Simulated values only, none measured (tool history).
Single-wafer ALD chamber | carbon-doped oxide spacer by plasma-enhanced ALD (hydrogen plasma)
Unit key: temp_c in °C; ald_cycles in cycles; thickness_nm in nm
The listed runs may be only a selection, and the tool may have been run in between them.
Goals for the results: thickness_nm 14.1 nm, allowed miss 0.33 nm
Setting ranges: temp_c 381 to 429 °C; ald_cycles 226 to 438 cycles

| run | hour | temp_c | ald_cycles | thickness_nm |
|---|---|---|---|---|
| 1 | 0 | 405 | 332 | 17.311 |
| 2 | 6.1 | 405 | 361 | 18.929 |
| 3 | 12.4 | 406 | 346 | 18.019 |
| 4 | 21.8 | 415 | 346 | 17.632 |
| 5 | 30 | 416 | 334 | 16.948 |
| 6 | 33 | 411 | 334 | 17.11 |
| 7 | 38.4 | 412 | 324 | 16.608 |
| 8 | 47.9 | 413 | 316 | 16.128 |
| 9 | 49.6 | 414 | 309 | 15.662 |
| 10 | 56.4 | 415 | 304 | 15.414 |
| 11 | 62.1 | 416 | 300 | 15.24 |
| 12 | 65.2 | 416 | 296 | 14.937 |
| 13 | 70.6 | 416 | 293 | 14.864 |
| 14 | 79.4 | 416 | 291 | 14.814 |
| 15 | 83.5 | 416 | 289 | 14.655 |
| 16 | 91.3 | 416 | 287 | 14.538 |

Exercise: of the 5 proposed moves below, exactly one satisfies all targets within the stated allowed misses. Which move is it?
| A | 99.1 | 411 | 290 | ? |
| B | 99.1 | 417 | 299 | ? |
| C | 99.1 | 410 | 276 | ? |
| D | 99.1 | 414 | 297 | ? |
| E | 99.1 | 425 | 267 | ? |

| move | thickness_nm |
|---|---|
| A | 14.805 |
| B | 15.015 |
| C | 14.129 |
| D | 15.039 |
| E | 13.111 |
A: the biggest miss grows against the last run
B: the biggest miss grows against the last run
C: hits every target within its allowed miss
D: the biggest miss grows against the last run
E: pushes the last run's worst result past its target
Correct choice: C, which meets every target

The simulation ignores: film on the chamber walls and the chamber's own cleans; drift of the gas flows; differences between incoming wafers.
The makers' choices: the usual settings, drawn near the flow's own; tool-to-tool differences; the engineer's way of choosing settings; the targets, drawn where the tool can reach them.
